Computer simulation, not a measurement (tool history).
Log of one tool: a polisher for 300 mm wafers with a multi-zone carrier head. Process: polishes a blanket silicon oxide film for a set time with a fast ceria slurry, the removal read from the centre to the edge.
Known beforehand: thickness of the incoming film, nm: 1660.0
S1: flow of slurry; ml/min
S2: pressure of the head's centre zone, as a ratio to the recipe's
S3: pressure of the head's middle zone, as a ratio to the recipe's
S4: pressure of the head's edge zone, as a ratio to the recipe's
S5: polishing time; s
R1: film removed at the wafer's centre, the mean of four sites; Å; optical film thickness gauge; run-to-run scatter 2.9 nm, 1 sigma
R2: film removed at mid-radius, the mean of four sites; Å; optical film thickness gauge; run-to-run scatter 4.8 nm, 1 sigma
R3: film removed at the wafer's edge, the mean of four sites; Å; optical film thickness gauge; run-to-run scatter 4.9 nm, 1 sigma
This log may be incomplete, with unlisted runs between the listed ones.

run,hour,S1,S2,S3,S4,S5,R1,R2,R3
1,0.0,135,1.00,1.00,1.00,46,5912.2,5983.9,5901.1
2,0.6,115,1.00,1.00,1.00,46,5629.4,5680.7,5852.0
3,7.6,115,1.00,1.05,1.00,46,5654.5,5944.4,5904.4
4,15.0,115,0.96,1.05,1.00,46,5422.7,5853.6,5875.8
5,21.4,120,0.94,1.06,0.97,45,5229.3,5855.3,5628.6
6,22.1,120,0.92,1.06,0.94,44,5016.8,5832.2,5481.5
7,28.6,120,0.91,1.06,0.92,43,4839.5,5592.4,5187.8
8,36.2,115,0.90,1.07,0.90,43,4784.9,5564.2,5192.3
9,37.9,115,0.89,1.08,0.88,42,4589.1,5589.6,4971.9
10,38.5,110,0.89,1.08,0.87,42,4588.9,5501.6,4920.1
11,43.2,110,0.89,1.08,0.87,42,4557.9,5420.0,4989.7
# hour 51.4: worn pad replaced by a new one
12,51.4,110,0.89,1.09,0.86,42,4861.5,5961.5,5178.9
13,53.2,95,0.86,1.07,0.81,37,4010.8,4916.7,4391.9

Estimate the outcome of run 14 from the log above:
14,61.2,100,0.86,1.08,0.82,37,?,?,?

R1: 4045.9 Å
R2: 5010.4 Å
R3: 4504.0 Å
